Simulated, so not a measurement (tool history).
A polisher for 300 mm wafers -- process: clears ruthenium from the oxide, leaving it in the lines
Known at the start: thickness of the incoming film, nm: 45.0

| run | day | flow of slurry (ml/min) | pressure of the wafer on the pad (psi) | speed of the pad under the wafer (m/s) | overpolish time after the end point (s) | time until the end point was called (s) |
|---|---|---|---|---|---|---|
| 1 | 0.000 | 225 | 1.5 | 0.76 | 31 | 91.942 |
| 2 | 0.100 | 230 | 1.7 | 0.76 | 31 | 84.748 |
| 3 | 0.133 | 230 | 1.9 | 0.76 | 31 | 77.402 |
| 4 | 0.446 | 230 | 1.8 | 0.76 | 31 | 80.293 |
| 5 | 0.500 | 205 | 1.8 | 0.76 | 31 | 80.450 |
| 6 | 0.546 | 205 | 1.8 | 0.76 | 31 | 82.145 |

Estimate the outcome of run 7 from the log above:
| 7 | 0.642 | 205 | 1.8 | 0.76 | 31 | ? |

Run 7 gave time until the end point was called (s) 81.129.

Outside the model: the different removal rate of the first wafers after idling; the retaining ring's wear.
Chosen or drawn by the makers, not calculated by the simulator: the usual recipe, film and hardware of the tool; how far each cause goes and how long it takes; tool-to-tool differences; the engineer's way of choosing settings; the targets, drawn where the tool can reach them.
